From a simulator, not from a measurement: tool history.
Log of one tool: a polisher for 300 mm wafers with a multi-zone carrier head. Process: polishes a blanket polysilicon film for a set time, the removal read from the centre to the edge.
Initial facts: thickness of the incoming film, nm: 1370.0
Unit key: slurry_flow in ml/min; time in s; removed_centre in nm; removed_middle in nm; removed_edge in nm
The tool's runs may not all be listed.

Run 1, hour 0: slurry_flow 145 ml/min, centre_zone 1, middle_zone 1, edge_zone 1, time 41 s. Result: removed_centre 325.03 nm, removed_middle 319.95 nm, removed_edge 319.39 nm.
Run 2, hour 8.9: slurry_flow 145 ml/min, centre_zone 1, middle_zone 0.94, edge_zone 1, time 41 s. Result: removed_centre 322.57 nm, removed_middle 306.2 nm, removed_edge 330.24 nm.
Run 3, hour 14.8: slurry_flow 145 ml/min, centre_zone 0.96, middle_zone 0.94, edge_zone 1, time 41 s. Result: removed_centre 313.38 nm, removed_middle 311.68 nm, removed_edge 326.74 nm.
Run 4, hour 16.4: slurry_flow 145 ml/min, centre_zone 0.96, middle_zone 0.94, edge_zone 1.06, time 41 s. Result: removed_centre 317.83 nm, removed_middle 311.69 nm, removed_edge 325.05 nm.
Run 5, hour 20.5: slurry_flow 145 ml/min, centre_zone 0.96, middle_zone 0.94, edge_zone 1.01, time 41 s. Result: removed_centre 317.27 nm, removed_middle 307.11 nm, removed_edge 323.74 nm.
Run 6, hour 25.2: slurry_flow 145 ml/min, centre_zone 0.96, middle_zone 0.94, edge_zone 0.94, time 41 s. Result: removed_centre 316.94 nm, removed_middle 304.61 nm, removed_edge 318.76 nm.
Run 7, hour 32.9: slurry_flow 150 ml/min, centre_zone 0.96, middle_zone 0.95, edge_zone 0.95, time 41 s. Result: removed_centre 316.13 nm, removed_middle 309.95 nm, removed_edge 308.64 nm.

Expected results for the next run?
Run 8, hour 41.8: slurry_flow 150 ml/min, centre_zone 0.96, middle_zone 0.96, edge_zone 0.97, time 41 s. Result: removed_centre ?, removed_middle ?, removed_edge ?.

removed_centre: 320.36 nm
removed_middle: 315.37 nm
removed_edge: 319.54 nm

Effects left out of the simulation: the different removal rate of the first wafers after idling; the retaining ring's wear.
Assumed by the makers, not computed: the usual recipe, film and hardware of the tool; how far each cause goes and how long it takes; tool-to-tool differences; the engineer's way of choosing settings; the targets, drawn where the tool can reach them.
